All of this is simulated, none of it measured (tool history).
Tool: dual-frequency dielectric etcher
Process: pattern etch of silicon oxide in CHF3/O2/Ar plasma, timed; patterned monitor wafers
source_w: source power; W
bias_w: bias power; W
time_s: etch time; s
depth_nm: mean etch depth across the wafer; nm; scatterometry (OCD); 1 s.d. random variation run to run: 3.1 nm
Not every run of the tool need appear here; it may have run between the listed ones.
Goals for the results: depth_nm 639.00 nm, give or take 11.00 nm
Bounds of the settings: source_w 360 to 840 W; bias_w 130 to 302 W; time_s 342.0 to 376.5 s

Run 1, hour 0.0: source_w 600 W, bias_w 216 W, time_s 376.5 s. Result: depth_nm 803.24 nm.
Run 2, hour 6.0: source_w 550 W, bias_w 204 W, time_s 374.5 s. Result: depth_nm 751.23 nm.
Run 3, hour 12.6: source_w 510 W, bias_w 200 W, time_s 374.0 s. Result: depth_nm 721.70 nm.
Run 4, hour 19.4: source_w 510 W, bias_w 179 W, time_s 374.0 s. Result: depth_nm 683.42 nm.
Run 5, hour 26.0: source_w 510 W, bias_w 142 W, time_s 374.0 s. Result: depth_nm 587.59 nm.
Run 6, hour 31.8: source_w 540 W, bias_w 143 W, time_s 374.0 s. Result: depth_nm 600.46 nm.
Run 7, hour 35.3: source_w 560 W, bias_w 144 W, time_s 374.0 s. Result: depth_nm 611.37 nm.
Run 8, hour 38.9: source_w 580 W, bias_w 145 W, time_s 374.0 s. Result: depth_nm 620.20 nm.

Which of these 5 next moves meets every target?
Run A, hour 42.5: source_w 610 W, bias_w 160 W, time_s 342.0 s. Result: depth_nm ?.
Run B, hour 42.5: source_w 590 W, bias_w 157 W, time_s 366.0 s. Result: depth_nm ?.
Run C, hour 42.5: source_w 540 W, bias_w 149 W, time_s 372.0 s. Result: depth_nm ?.
Run D, hour 42.5: source_w 500 W, bias_w 147 W, time_s 376.5 s. Result: depth_nm ?.
Run E, hour 42.5: source_w 540 W, bias_w 176 W, time_s 363.0 s. Result: depth_nm ?.

move  depth_nm
   A    612.38
   B    640.59
   C    611.74
   D    598.44
   E    661.21
A: the biggest miss grows against the last run
B: every result lands within tolerance
C: the biggest miss grows against the last run
D: the biggest miss grows against the last run
E: takes the biggest miss from the last run beyond its target
Move B is the one to make.

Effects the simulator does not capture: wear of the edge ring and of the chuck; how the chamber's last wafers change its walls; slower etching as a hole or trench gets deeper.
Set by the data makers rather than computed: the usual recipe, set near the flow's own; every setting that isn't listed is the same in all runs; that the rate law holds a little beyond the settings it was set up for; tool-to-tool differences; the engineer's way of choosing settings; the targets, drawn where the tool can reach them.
